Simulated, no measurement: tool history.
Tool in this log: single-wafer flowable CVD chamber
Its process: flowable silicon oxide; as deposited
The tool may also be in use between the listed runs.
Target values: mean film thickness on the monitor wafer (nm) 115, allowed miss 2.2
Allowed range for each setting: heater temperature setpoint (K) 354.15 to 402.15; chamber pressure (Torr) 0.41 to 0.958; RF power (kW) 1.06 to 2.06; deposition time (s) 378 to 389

| run | hour | heater temperature setpoint (K) | chamber pressure (Torr) | RF power (kW) | deposition time (s) | mean film thickness on the monitor wafer (nm) |
|---|---|---|---|---|---|---|
| 1 | 0 | 378.15 | 0.684 | 1.56 | 378 | 153.33 |
| 2 | 7.8 | 379.15 | 0.684 | 1.56 | 378 | 149 |
| 3 | 15.7 | 379.15 | 0.785 | 1.56 | 378 | 170.95 |
| 4 | 17.8 | 381.15 | 0.785 | 1.56 | 378 | 160.22 |
| 5 | 20.6 | 382.15 | 0.785 | 1.56 | 378 | 152.91 |
| 6 | 24.8 | 382.15 | 0.882 | 1.56 | 378 | 172.33 |
| 7 | 32.6 | 384.15 | 0.882 | 1.56 | 378 | 159.78 |
| 8 | 41.5 | 395.15 | 0.881 | 1.56 | 378 | 109.84 |

5 candidate next runs follow, results not yet known. Just one meets every target within its allowed miss. Identify it.
| A | 50.4 | 395.15 | 0.828 | 1.59 | 387 | ? |
| B | 50.4 | 389.15 | 0.705 | 1.21 | 378 | ? |
| C | 50.4 | 391.15 | 0.792 | 1.65 | 384 | ? |
| D | 50.4 | 395.15 | 0.854 | 1.775 | 380 | ? |
| E | 50.4 | 398.15 | 0.9 | 1.41 | 378 | ? |

| move | mean film thickness on the monitor wafer (nm) |
|---|---|
| A | 106.59 |
| B | 100.41 |
| C | 115.46 |
| D | 110.48 |
| E | 100.25 |
A: misses by more than the last run did
B: misses by more than the last run did
C: all results land within tolerance of their targets
D: closer than the last run, but not yet in spec
E: misses by more than the last run did
Correct choice: C, which meets every target
